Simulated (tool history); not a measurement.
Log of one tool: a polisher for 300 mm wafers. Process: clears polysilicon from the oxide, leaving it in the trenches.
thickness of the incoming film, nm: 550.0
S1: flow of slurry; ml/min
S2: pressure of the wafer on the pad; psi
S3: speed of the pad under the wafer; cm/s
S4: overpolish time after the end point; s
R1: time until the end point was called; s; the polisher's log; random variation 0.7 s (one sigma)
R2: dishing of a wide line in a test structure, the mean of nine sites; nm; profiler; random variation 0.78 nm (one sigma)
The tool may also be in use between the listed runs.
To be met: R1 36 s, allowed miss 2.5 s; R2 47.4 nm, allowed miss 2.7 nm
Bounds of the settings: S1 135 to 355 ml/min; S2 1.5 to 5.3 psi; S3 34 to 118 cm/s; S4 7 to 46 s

run	hour	S1	S2	S3	S4	R1	R2
1	0	225	3.4	76	24	42.671	59.019
2	2.9	225	3.4	76	30	42.687	61.009
3	4.9	225	3	76	30	47.68	58.659
4	13	255	2.7	86	25	47.775	58.071
5	20.9	255	2.7	86	30	48.678	60.226
6	23.6	230	2.9	84	25	46.904	61.119
7	25.3	230	2.9	84	25	47.979	58.846
8	25.9	260	3.3	72	21	47.322	57.244
9	29.1	280	3.8	64	18	43.463	55.742
10	31	345	4.8	44	7	42.574	42.691
11	31.6	345	4.8	44	7	42.268	43.811
12	36.2	340	4.9	46	9	41.481	48.482
13	42.8	345	4.9	50	9	39.027	51.493
14	49.9	315	5	50	9	37.864	50.269

5 next moves are on the table. One of them brings every result within its allowed miss. Which?
A	57	310	5.3	50	9	?	?
B	57	330	5.3	68	8	?	?
C	57	325	5.3	48	7	?	?
D	57	290	5.3	50	12	?	?
E	57	355	5.3	58	9	?	?

move	R1	R2
A	35.057	50.983
B	28.387	52.398
C	35.825	46.1
D	35.269	54.794
E	31.475	52.605
A: further off than the last run
B: further off than the last run
C: meets every target
D: further off than the last run
E: further off than the last run
The right move is C.
